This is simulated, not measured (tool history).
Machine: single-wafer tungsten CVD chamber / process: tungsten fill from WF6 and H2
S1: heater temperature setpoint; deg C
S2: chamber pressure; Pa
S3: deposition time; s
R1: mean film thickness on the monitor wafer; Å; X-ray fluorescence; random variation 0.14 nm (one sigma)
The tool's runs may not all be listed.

run  hour   S1    S2    S3      R1
  1   0.0  380  6706  26.7  776.26
  2   1.4  376  6666  26.7  712.81
  3   3.2  382  6666  26.7  805.25
  4   5.3  382  7093  26.7  821.41
  5   7.9  373  7093  26.7  683.49
     14.4  -- thermocouple changed; heater temperature recalibrated
  6  14.4  373  7986  26.7  673.98
  7  20.9  373  7986  26.7  675.31

What does the tool deliver on the next run?
  8  29.7  371  7986  26.7   ?

Run 8 produced R1 645.36 Å.
